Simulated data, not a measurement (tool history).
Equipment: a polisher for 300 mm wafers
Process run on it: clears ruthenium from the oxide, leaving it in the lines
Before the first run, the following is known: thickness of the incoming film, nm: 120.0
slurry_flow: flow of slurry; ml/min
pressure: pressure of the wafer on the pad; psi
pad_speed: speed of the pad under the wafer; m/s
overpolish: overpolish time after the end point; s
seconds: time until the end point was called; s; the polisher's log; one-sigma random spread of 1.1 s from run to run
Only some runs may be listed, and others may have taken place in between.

{"run": 1, "hour": 0.0, "slurry_flow": 175, "pressure": 2.7, "pad_speed": 1.08, "overpolish": 15, "seconds": 81.763}
{"run": 2, "hour": 8.2, "slurry_flow": 175, "pressure": 2.1, "pad_speed": 1.08, "overpolish": 15, "seconds": 99.589}
{"run": 3, "hour": 9.1, "slurry_flow": 175, "pressure": 2.7, "pad_speed": 1.08, "overpolish": 15, "seconds": 81.379}
{"run": 4, "hour": 9.9, "slurry_flow": 215, "pressure": 2.7, "pad_speed": 1.08, "overpolish": 15, "seconds": 78.014}
{"run": 5, "hour": 15.2, "slurry_flow": 215, "pressure": 2.8, "pad_speed": 1.08, "overpolish": 15, "seconds": 76.786}
{"run": 6, "hour": 21.1, "slurry_flow": 215, "pressure": 2.8, "pad_speed": 0.84, "overpolish": 15, "seconds": 96.667}
{"run": 7, "hour": 27.6, "slurry_flow": 215, "pressure": 3.1, "pad_speed": 0.86, "overpolish": 15, "seconds": 89.622}
{"run": 8, "hour": 31.1, "slurry_flow": 215, "pressure": 3.3, "pad_speed": 0.9, "overpolish": 15, "seconds": 78.217}
{"run": 9, "hour": 33.5, "slurry_flow": 215, "pressure": 3.4, "pad_speed": 0.9, "overpolish": 15, "seconds": 77.459}

What does the tool deliver on the next run?
{"run": 10, "hour": 40.7, "slurry_flow": 215, "pressure": 3.5, "pad_speed": 0.92, "overpolish": 15, "seconds": "?"}

{"run 10": {"seconds": 74.63}}
